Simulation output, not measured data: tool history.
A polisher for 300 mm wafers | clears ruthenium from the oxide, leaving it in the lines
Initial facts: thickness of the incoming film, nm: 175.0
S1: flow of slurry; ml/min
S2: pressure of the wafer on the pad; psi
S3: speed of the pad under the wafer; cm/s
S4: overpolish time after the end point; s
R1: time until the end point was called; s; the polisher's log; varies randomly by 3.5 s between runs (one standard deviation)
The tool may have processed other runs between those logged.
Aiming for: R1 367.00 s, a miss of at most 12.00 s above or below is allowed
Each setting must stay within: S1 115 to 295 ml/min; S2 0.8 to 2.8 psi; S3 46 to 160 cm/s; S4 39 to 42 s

| run | hour | S1 | S2 | S3 | S4 | R1 |
|---|---|---|---|---|---|---|
| 1 | 0.0 | 190 | 1.8 | 102 | 39 | 199.26 |
| 2 | 1.2 | 190 | 1.7 | 102 | 39 | 208.87 |
| 3 | 7.8 | 190 | 1.6 | 100 | 39 | 225.59 |
| 4 | 12.7 | 190 | 1.6 | 82 | 39 | 272.59 |
| 5 | 16.0 | 190 | 1.6 | 64 | 39 | 342.95 |
| 6 | 18.4 | 190 | 1.6 | 46 | 39 | 463.12 |
| 7 | 25.9 | 190 | 1.6 | 46 | 39 | 457.47 |
| 8 | 29.4 | 190 | 1.7 | 46 | 39 | 426.44 |
| 9 | 30.4 | 200 | 1.8 | 46 | 39 | 411.51 |
| 10 | 31.3 | 200 | 1.9 | 46 | 39 | 387.05 |

Below are 4 possible settings for the next run. Only one of them brings all results inside the allowed miss of their targets. Which is it?
| A | 32.2 | 200 | 1.6 | 50 | 41 | ? |
| B | 32.2 | 140 | 1.9 | 52 | 39 | ? |
| C | 32.2 | 205 | 1.8 | 46 | 39 | ? |
| D | 32.2 | 230 | 1.7 | 48 | 39 | ? |

| move | R1 |
|---|---|
| A | 425.57 |
| B | 370.59 |
| C | 407.21 |
| D | 408.43 |
A: misses by more than the last run did
B: hits every target within its allowed miss
C: misses by more than the last run did
D: misses by more than the last run did
B meets every target.
